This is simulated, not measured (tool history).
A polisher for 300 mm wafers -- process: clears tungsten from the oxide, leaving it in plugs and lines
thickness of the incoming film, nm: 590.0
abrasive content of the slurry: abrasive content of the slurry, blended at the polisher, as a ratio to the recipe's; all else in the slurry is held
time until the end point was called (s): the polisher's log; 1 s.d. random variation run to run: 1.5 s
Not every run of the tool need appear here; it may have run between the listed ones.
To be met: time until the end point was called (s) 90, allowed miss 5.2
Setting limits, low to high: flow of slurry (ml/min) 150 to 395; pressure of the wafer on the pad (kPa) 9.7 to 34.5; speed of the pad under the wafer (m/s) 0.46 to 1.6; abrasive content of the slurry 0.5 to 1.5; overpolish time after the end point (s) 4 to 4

run  hour  flow of slurry (ml/min)  pressure of the wafer on the pad (kPa)  speed of the pad under the wafer (m/s)  abrasive content of the slurry  overpolish time after the end point (s)  time until the end point was called (s)
  1     0                      250                                    22.1                                    1.02                               1                                        4                                   178.18
  2   6.6                      250                                    25.5                                    1.06                               1                                        4                                   144.34
  3   8.5                      290                                    25.5                                    1.06                               1                                        4                                   140.31
  4  14.5                      290                                    25.5                                    1.06                            1.15                                        4                                   144.69
  5  15.4                      290                                    25.5                                    1.06                            0.95                                        4                                   144.04
  6  19.9                      290                                    25.5                                    1.06                            0.95                                        4                                   147.54
  7  23.8                      290                                    28.3                                     1.1                            0.95                                        4                                   127.47
  8  29.7                      290                                    29.6                                    1.14                            0.95                                        4                                   120.51
  9    38                      290                                      31                                     1.2                            0.95                                        4                                    105.2
 10  44.3                      290                                    31.7                                    1.22                            0.95                                        4                                   105.24
 11  49.9                      290                                    32.4                                    1.24                            0.95                                        4                                   101.37
 12  58.4                      290                                    33.1                                    1.26                            0.95                                        4                                   99.068

Which single option among these 4 for the next run brings every result within its allowed miss of target? Just one does.
  A  66.9                      205                                    33.8                                    1.22                            0.85                                        4                                        ?
  B  66.9                      315                                      31                                    1.22                            0.85                                        4                                        ?
  C  66.9                      265                                    34.5                                    1.28                            1.05                                        4                                        ?
  D  66.9                      325                                    31.7                                    1.14                            0.95                                        4                                        ?

move  time until the end point was called (s)
   A                                   101.93
   B                                   108.53
   C                                   91.478
   D                                   111.08
A: further off than the last run
B: further off than the last run
C: every result lands within tolerance
D: further off than the last run
The right move is C.
